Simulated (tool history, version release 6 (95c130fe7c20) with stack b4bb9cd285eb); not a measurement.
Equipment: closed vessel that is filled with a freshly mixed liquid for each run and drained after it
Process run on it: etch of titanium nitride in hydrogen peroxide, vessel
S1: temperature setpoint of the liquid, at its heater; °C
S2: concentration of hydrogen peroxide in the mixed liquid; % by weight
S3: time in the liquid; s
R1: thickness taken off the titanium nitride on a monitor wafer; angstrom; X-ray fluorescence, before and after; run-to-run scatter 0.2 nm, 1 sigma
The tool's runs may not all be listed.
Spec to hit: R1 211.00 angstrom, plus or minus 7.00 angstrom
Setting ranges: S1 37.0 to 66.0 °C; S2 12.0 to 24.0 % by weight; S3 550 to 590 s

Run 1, hour 0.0: S1 53.0 °C, S2 16.0 % by weight, S3 550 s. Result: R1 445.74 angstrom.
Run 2, hour 6.4: S1 52.0 °C, S2 16.0 % by weight, S3 550 s. Result: R1 409.76 angstrom.
Run 3, hour 7.2: S1 51.0 °C, S2 16.0 % by weight, S3 550 s. Result: R1 382.96 angstrom.
Run 4, hour 15.5: S1 50.0 °C, S2 16.0 % by weight, S3 550 s. Result: R1 353.68 angstrom.
Run 5, hour 21.7: S1 53.5 °C, S2 16.0 % by weight, S3 550 s. Result: R1 456.25 angstrom.
Run 6, hour 28.6: S1 53.5 °C, S2 16.0 % by weight, S3 590 s. Result: R1 480.50 angstrom.
Run 7, hour 35.9: S1 45.5 °C, S2 15.5 % by weight, S3 590 s. Result: R1 273.30 angstrom.
Run 8, hour 37.8: S1 45.0 °C, S2 15.5 % by weight, S3 590 s. Result: R1 257.37 angstrom.
Run 9, hour 45.2: S1 44.5 °C, S2 15.5 % by weight, S3 590 s. Result: R1 250.99 angstrom.
At hour 51.0: thermometer replaced.
Run 10, hour 51.0: S1 44.0 °C, S2 15.5 % by weight, S3 590 s. Result: R1 284.09 angstrom.
Run 11, hour 57.0: S1 43.5 °C, S2 15.5 % by weight, S3 590 s. Result: R1 273.74 angstrom.
Run 12, hour 59.7: S1 39.0 °C, S2 15.5 % by weight, S3 590 s. Result: R1 198.25 angstrom.
Run 13, hour 67.3: S1 39.5 °C, S2 15.5 % by weight, S3 590 s. Result: R1 200.75 angstrom.

Next run, 4 choices. One meets every target within its allowed miss, the rest don't. Which?
Run A, hour 74.9: S1 38.0 °C, S2 20.0 % by weight, S3 590 s. Result: R1 ?.
Run B, hour 74.9: S1 38.5 °C, S2 19.5 % by weight, S3 575 s. Result: R1 ?.
Run C, hour 74.9: S1 40.5 °C, S2 17.0 % by weight, S3 550 s. Result: R1 ?.
Run D, hour 74.9: S1 39.5 °C, S2 12.0 % by weight, S3 590 s. Result: R1 ?.

move      R1
   A  189.48
   B  190.95
   C  206.99
   D  191.10
A: further off than the last run
B: further off than the last run
C: all results land within tolerance of their targets
D: further off than the last run
Correct choice: C, which meets every target

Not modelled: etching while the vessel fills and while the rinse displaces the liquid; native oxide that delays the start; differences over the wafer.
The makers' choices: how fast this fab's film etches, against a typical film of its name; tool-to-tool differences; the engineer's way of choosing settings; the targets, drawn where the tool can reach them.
